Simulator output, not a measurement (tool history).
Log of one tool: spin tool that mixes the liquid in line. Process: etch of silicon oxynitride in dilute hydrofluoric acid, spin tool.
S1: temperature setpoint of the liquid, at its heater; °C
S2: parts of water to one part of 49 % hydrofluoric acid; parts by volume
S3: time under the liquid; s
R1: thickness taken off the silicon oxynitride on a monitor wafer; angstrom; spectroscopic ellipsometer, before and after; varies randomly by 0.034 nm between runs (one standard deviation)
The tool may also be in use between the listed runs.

run  hour    S1   S2   S3      R1
  1   0.0  22.0  200  275  39.843
  2   4.4  22.0  255  275  30.094
  3  13.2  22.0  255  295  31.549
  4  14.3  21.0  260  295  29.916
  5  16.7  21.0  260  275  27.243
  6  20.9  20.5  260  275  26.601
  7  27.3  20.0  260  275  27.247

Run 8 is up next; what results do you expect?
  8  30.1  20.0  265  275   ?

{"run 8": {"R1": 25.789}}
